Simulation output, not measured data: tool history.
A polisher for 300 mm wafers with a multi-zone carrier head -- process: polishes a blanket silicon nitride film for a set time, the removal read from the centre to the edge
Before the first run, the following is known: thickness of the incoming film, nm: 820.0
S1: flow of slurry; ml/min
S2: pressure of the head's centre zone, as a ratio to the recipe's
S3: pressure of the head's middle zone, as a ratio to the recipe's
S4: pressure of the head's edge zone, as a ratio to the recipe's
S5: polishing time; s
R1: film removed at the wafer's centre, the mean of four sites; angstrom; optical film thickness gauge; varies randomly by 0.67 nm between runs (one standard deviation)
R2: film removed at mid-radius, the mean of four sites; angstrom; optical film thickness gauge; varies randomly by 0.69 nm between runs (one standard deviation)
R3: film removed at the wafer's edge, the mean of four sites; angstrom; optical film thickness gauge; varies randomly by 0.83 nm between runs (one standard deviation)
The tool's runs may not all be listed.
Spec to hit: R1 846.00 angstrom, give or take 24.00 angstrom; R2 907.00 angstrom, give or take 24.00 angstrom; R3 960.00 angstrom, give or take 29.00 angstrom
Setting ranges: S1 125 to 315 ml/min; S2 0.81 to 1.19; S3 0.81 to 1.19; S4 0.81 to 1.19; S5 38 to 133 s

run  hour   S1    S2    S3    S4  S5       R1       R2       R3
  1   0.0  205  1.00  1.00  1.00  85  1518.40  1541.90  1435.40
  2   3.6  200  0.98  0.98  0.99  82  1425.90  1439.00  1359.70
  3  12.3  200  0.98  0.98  0.91  82  1427.10  1456.60  1303.50
  4  12.9  195  0.96  0.97  0.92  79  1332.70  1386.10  1267.50
  5  15.2  190  0.95  0.95  0.92  77  1271.70  1310.30  1225.30
  6  19.5  190  0.95  0.90  0.92  77  1271.30  1262.00  1226.00
     26.9  -- edge zone pressure recalibrated
  7  26.9  185  0.94  0.89  0.92  75  1230.20  1209.40  1275.60
  8  34.3  185  0.93  0.89  0.91  72  1164.90  1167.30  1206.80
  9  41.8  185  0.92  0.89  0.90  70  1112.40  1130.70  1154.20
 10  45.2  185  0.91  0.89  0.89  68  1077.00  1085.70  1111.00
 11  51.9  185  0.90  0.89  0.88  67  1052.10  1081.10  1108.80
 12  53.8  185  0.89  0.89  0.87  66  1035.60  1054.20  1063.40
 13  59.3  180  0.88  0.89  0.87  65   992.08  1043.40  1057.90
 14  66.8  180  0.87  0.89  0.86  64   977.41  1018.40  1042.00
 15  73.7  180  0.86  0.89  0.86  63   940.88  1021.10  1012.70
 16  76.1  180  0.86  0.88  0.86  63   946.11  1016.80  1028.70

Exactly one of the 4 candidate moves below puts every result within its allowed miss. Which one?
  A  78.5  180  0.87  0.83  0.88  60   ?   ?   ?
  B  78.5  160  0.81  1.01  0.84  65   ?   ?   ?
  C  78.5  145  0.82  0.83  0.83  61   ?   ?   ?
  D  78.5  220  0.94  1.18  0.82  58   ?   ?   ?

move      R1       R2       R3
   A  907.17   916.89   988.85
   B  902.88  1155.50  1037.10
   C  846.54   911.12   962.93
   D  971.98  1215.90   935.67
A: meets the target for the result that was furthest off, but another lies outside its allowed miss
B: lands further from the targets than the last run did
C: each result inside its tolerance
D: lands further from the targets than the last run did
C meets every target.
